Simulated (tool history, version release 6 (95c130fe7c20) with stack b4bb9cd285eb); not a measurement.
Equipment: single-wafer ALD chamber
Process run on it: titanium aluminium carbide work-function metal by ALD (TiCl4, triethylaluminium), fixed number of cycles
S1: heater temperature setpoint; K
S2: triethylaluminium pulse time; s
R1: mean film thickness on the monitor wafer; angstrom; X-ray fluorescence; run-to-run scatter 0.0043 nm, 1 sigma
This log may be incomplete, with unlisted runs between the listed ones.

run 1 day=0 | S1=548.15 S2=10.6 | R1=17.838
run 2 day=0.129 | S1=548.15 S2=11.71 | R1=17.976
run 3 day=0.479 | S1=538.15 S2=11.71 | R1=17.046
run 4 day=0.562 | S1=536.15 S2=10.4 | R1=16.643
run 5 day=0.838 | S1=534.15 S2=9.31 | R1=16.139
run 6 day=1.121 | S1=532.15 S2=8.77 | R1=15.877
run 7 day=1.45 | S1=531.15 S2=8.27 | R1=15.663
run 8 day=1.579 | S1=530.15 S2=7.89 | R1=15.463
run 9 day=1.95 | S1=529.15 S2=7.62 | R1=15.222
run 10 day=2.008 | S1=528.15 S2=7.48 | R1=15.003

Predict the results of run 11:
run 11 day=2.333 | S1=527.15 S2=7.45 | R1=?

R1: 14.946 angstrom
